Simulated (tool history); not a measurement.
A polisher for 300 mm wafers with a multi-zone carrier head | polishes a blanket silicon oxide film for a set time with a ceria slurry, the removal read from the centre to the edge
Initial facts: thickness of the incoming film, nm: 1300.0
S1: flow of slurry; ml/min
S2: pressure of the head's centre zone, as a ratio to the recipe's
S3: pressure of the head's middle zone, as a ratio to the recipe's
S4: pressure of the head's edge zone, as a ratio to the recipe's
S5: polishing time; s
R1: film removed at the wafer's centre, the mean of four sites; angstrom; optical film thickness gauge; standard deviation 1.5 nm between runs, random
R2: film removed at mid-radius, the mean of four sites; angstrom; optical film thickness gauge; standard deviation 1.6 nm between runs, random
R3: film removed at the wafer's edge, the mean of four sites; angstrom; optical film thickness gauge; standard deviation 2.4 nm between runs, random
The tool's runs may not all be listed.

{"run": 1, "day": 0.0, "S1": 245, "S2": 1.0, "S3": 1.0, "S4": 1.0, "S5": 35, "R1": 1107.2, "R2": 1131.1, "R3": 1084.9}
{"run": 2, "day": 0.117, "S1": 245, "S2": 1.0, "S3": 1.0, "S4": 1.0, "S5": 43, "R1": 1368.4, "R2": 1373.8, "R3": 1380.8}
{"run": 3, "day": 0.175, "S1": 250, "S2": 1.01, "S3": 1.04, "S4": 1.03, "S5": 44, "R1": 1402.4, "R2": 1482.2, "R3": 1378.2}
{"run": 4, "day": 0.438, "S1": 250, "S2": 1.0, "S3": 1.04, "S4": 1.03, "S5": 46, "R1": 1449.2, "R2": 1524.0, "R3": 1440.8}
{"run": 5, "day": 0.7, "S1": 250, "S2": 1.0, "S3": 1.04, "S4": 1.03, "S5": 54, "R1": 1692.5, "R2": 1806.6, "R3": 1733.9}
{"run": 6, "day": 0.892, "S1": 245, "S2": 0.99, "S3": 1.04, "S4": 1.02, "S5": 54, "R1": 1702.2, "R2": 1807.5, "R3": 1682.8}
{"run": 7, "day": 1.0, "S1": 240, "S2": 0.97, "S3": 1.04, "S4": 1.03, "S5": 54, "R1": 1684.8, "R2": 1805.7, "R3": 1768.2}

Run 8 comes next. What will it give?
{"run": 8, "day": 1.354, "S1": 240, "S2": 0.96, "S3": 1.04, "S4": 1.02, "S5": 53, "R1": "?", "R2": "?", "R3": "?"}

{"run 8": {"R1": 1613.0, "R2": 1789.3, "R3": 1724.1}}

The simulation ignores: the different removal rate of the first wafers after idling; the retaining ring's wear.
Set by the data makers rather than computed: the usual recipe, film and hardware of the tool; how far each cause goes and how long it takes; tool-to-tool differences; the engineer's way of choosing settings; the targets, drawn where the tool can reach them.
